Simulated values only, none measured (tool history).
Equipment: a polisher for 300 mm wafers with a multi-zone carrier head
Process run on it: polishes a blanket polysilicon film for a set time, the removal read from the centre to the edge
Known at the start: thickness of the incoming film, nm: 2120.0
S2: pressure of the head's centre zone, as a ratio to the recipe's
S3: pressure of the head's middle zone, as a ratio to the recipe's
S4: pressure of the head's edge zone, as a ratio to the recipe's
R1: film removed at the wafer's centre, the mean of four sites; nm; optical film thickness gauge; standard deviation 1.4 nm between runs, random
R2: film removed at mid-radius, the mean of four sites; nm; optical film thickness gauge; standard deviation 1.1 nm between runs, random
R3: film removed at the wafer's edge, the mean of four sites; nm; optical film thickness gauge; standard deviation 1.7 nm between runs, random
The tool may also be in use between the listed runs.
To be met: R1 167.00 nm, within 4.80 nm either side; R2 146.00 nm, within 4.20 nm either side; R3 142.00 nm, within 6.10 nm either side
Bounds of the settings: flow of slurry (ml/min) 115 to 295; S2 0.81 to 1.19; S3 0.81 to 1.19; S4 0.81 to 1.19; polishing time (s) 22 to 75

run 1 hour=0.0 | flow_of_slurry_(ml/min)=190 S2=1.00 S3=1.00 S4=1.00 polishing_time_(s)=48 | R1=202.89 R2=198.86 R3=197.72
run 2 hour=6.4 | flow_of_slurry_(ml/min)=190 S2=1.01 S3=0.99 S4=0.98 polishing_time_(s)=47 | R1=197.58 R2=198.21 R3=191.76
run 3 hour=8.3 | flow_of_slurry_(ml/min)=190 S2=1.01 S3=1.03 S4=0.98 polishing_time_(s)=47 | R1=200.28 R2=203.31 R3=192.05
run 4 hour=11.1 | flow_of_slurry_(ml/min)=190 S2=0.94 S3=1.03 S4=0.98 polishing_time_(s)=47 | R1=185.65 R2=202.69 R3=189.70
run 5 hour=16.9 | flow_of_slurry_(ml/min)=190 S2=0.94 S3=1.10 S4=0.98 polishing_time_(s)=47 | R1=183.73 R2=212.28 R3=190.67
run 6 hour=24.4 | flow_of_slurry_(ml/min)=190 S2=0.88 S3=1.10 S4=0.98 polishing_time_(s)=47 | R1=175.22 R2=214.21 R3=194.58
run 7 hour=28.6 | flow_of_slurry_(ml/min)=160 S2=0.98 S3=1.00 S4=0.88 polishing_time_(s)=37 | R1=145.24 R2=149.90 R3=142.06
run 8 hour=30.7 | flow_of_slurry_(ml/min)=165 S2=0.99 S3=0.99 S4=0.88 polishing_time_(s)=37 | R1=146.89 R2=149.69 R3=144.48
run 9 hour=36.4 | flow_of_slurry_(ml/min)=170 S2=1.00 S3=0.99 S4=0.87 polishing_time_(s)=37 | R1=150.96 R2=149.95 R3=136.57
run 10 hour=40.5 | flow_of_slurry_(ml/min)=170 S2=1.00 S3=0.99 S4=0.87 polishing_time_(s)=37 | R1=151.96 R2=148.49 R3=140.67
run 11 hour=42.0 | flow_of_slurry_(ml/min)=175 S2=1.00 S3=0.98 S4=0.87 polishing_time_(s)=37 | R1=152.06 R2=151.77 R3=141.45
run 12 hour=44.2 | flow_of_slurry_(ml/min)=175 S2=1.01 S3=0.97 S4=0.87 polishing_time_(s)=37 | R1=152.14 R2=148.47 R3=145.78
run 13 hour=50.6 | flow_of_slurry_(ml/min)=175 S2=1.01 S3=0.97 S4=0.87 polishing_time_(s)=37 | R1=150.95 R2=148.95 R3=140.97
run 14 hour=54.6 | flow_of_slurry_(ml/min)=175 S2=1.02 S3=0.96 S4=0.87 polishing_time_(s)=37 | R1=154.81 R2=146.73 R3=142.09
run 15 hour=57.7 | flow_of_slurry_(ml/min)=180 S2=1.02 S3=0.96 S4=0.87 polishing_time_(s)=37 | R1=155.69 R2=147.54 R3=140.19
run 16 hour=63.0 | flow_of_slurry_(ml/min)=190 S2=1.04 S3=0.94 S4=0.88 polishing_time_(s)=37 | R1=162.13 R2=147.32 R3=145.93

Next run, 5 choices. One meets every target within its allowed miss, the rest don't. Which?
run A hour=68.3 | flow_of_slurry_(ml/min)=190 S2=1.11 S3=0.82 S4=0.99 polishing_time_(s)=39 | R1=? R2=? R3=?
run B hour=68.3 | flow_of_slurry_(ml/min)=180 S2=1.05 S3=0.83 S4=1.01 polishing_time_(s)=39 | R1=? R2=? R3=?
run C hour=68.3 | flow_of_slurry_(ml/min)=240 S2=1.07 S3=0.85 S4=0.87 polishing_time_(s)=39 | R1=? R2=? R3=?
run D hour=68.3 | flow_of_slurry_(ml/min)=175 S2=0.97 S3=0.81 S4=0.91 polishing_time_(s)=39 | R1=? R2=? R3=?
run E hour=68.3 | flow_of_slurry_(ml/min)=180 S2=1.08 S3=0.94 S4=0.85 polishing_time_(s)=37 | R1=? R2=? R3=?

move=A R1=181.80 R2=139.85 R3=162.51
move=B R1=170.13 R2=139.98 R3=162.95
move=C R1=182.03 R2=149.07 R3=156.88
move=D R1=156.16 R2=136.61 R3=154.57
move=E R1=166.18 R2=147.21 R3=142.45
A: takes the biggest miss from the last run beyond its target
B: gets the furthest-off result to its target, but another result is out of tolerance
C: takes the biggest miss from the last run beyond its target
D: lands further from the targets than the last run did
E: every result lands within tolerance
Move E is the one to make.
